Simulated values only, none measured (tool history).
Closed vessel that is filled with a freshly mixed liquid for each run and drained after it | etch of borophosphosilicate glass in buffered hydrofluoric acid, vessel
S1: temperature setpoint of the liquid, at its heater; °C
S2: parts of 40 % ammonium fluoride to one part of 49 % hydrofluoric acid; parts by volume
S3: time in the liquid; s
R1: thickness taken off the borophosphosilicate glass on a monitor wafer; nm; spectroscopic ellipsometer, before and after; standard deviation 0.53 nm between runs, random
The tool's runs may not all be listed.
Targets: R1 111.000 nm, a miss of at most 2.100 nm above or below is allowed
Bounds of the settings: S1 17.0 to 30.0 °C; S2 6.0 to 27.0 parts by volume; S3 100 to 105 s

run  hour    S1    S2   S3       R1
  1   0.0  22.0  16.5  100   82.559
  2   3.2  22.5  16.5  100   84.877
  3  11.4  22.5  16.5  105   89.187
  4  18.3  24.0  16.5  105   96.813
  5  25.7  21.0  16.5  105   81.897
     33.7  -- thermometer replaced
  6  33.7  21.5  16.5  105   79.547
  7  37.4  22.0  16.5  105   81.492
  8  44.0  22.5  16.5  105   84.022
  9  45.9  26.5  16.5  105  104.240

Exactly one of the 5 candidate moves below puts every result within its allowed miss. Which one?
  A  47.8  28.0  16.0  105   ?
  B  47.8  27.0  16.5  105   ?
  C  47.8  30.0  18.0  105   ?
  D  47.8  24.0  14.5  100   ?
  E  47.8  25.0  13.5  100   ?

move       R1
   A  115.550
   B  106.310
   C  114.280
   D   97.935
   E  110.900
A: takes the result that was furthest off past its target
B: an improvement on the last run, though not all results are within tolerance
C: takes the result that was furthest off past its target
D: its largest miss is bigger than the last run's
E: all results land within tolerance of their targets
E is the move that brings every result within its allowed miss.
